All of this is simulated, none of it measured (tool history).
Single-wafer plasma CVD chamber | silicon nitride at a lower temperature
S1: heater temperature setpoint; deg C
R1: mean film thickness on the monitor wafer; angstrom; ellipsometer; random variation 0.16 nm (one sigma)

run 1 day=0.000 | S1=325 chamber_pressure_(Torr)=1.33 RF_power_(W)=255 deposition_time_(s)=38.5 | R1=387.54
run 2 day=0.142 | S1=325 chamber_pressure_(Torr)=1.47 RF_power_(W)=260 deposition_time_(s)=38.5 | R1=405.67
run 3 day=0.388 | S1=331 chamber_pressure_(Torr)=1.47 RF_power_(W)=260 deposition_time_(s)=38.5 | R1=403.96
run 4 day=0.517 | S1=331 chamber_pressure_(Torr)=1.66 RF_power_(W)=260 deposition_time_(s)=38.5 | R1=416.45
run 5 day=0.717 | S1=331 chamber_pressure_(Torr)=1.71 RF_power_(W)=265 deposition_time_(s)=38.5 | R1=425.97
run 6 day=0.762 | S1=331 chamber_pressure_(Torr)=1.71 RF_power_(W)=230 deposition_time_(s)=38.5 | R1=370.46

Run 7 comes next. What will it give?
run 7 day=0.896 | S1=331 chamber_pressure_(Torr)=1.75 RF_power_(W)=245 deposition_time_(s)=38.5 | R1=?

{"run 7": {"R1": 395.27}}
